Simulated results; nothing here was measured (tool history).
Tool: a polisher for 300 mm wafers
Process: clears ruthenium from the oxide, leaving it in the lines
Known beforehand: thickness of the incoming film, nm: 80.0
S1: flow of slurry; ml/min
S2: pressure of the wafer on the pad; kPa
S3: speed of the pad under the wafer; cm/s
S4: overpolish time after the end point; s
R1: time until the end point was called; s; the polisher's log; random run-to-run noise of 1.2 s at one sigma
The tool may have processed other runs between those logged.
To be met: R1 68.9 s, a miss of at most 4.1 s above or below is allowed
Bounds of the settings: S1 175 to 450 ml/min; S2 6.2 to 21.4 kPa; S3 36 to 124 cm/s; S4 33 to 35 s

run,day,S1,S2,S3,S4,R1
1,0,290,13.8,80,33,102.1
2,0.3,290,15.2,80,33,96.575
3,0.325,290,16.5,82,33,85.154
4,0.492,290,17.2,82,33,81.89
5,0.617,290,17.9,82,33,79.626
6,0.817,290,17.9,64,33,98.37
7,1.075,290,18.6,68,33,92.571
8,1.196,290,19.3,72,33,84.148
# day 1.317: slurry nozzle cleaned
9,1.317,290,20,74,33,76.027
10,1.35,290,20.7,74,33,74.569

Which one of the following 4 next-run settings gets every result inside its allowed miss? There is exactly one.
A,1.383,270,19.3,76,35,?
B,1.383,290,21.4,66,35,?
C,1.383,210,16.5,88,35,?
D,1.383,290,21.4,78,35,?

move,R1
A,76.077
B,78.547
C,78.041
D,66.835
A: the biggest miss grows against the last run
B: the biggest miss grows against the last run
C: the biggest miss grows against the last run
D: meets every target
Correct choice: D, which meets every target

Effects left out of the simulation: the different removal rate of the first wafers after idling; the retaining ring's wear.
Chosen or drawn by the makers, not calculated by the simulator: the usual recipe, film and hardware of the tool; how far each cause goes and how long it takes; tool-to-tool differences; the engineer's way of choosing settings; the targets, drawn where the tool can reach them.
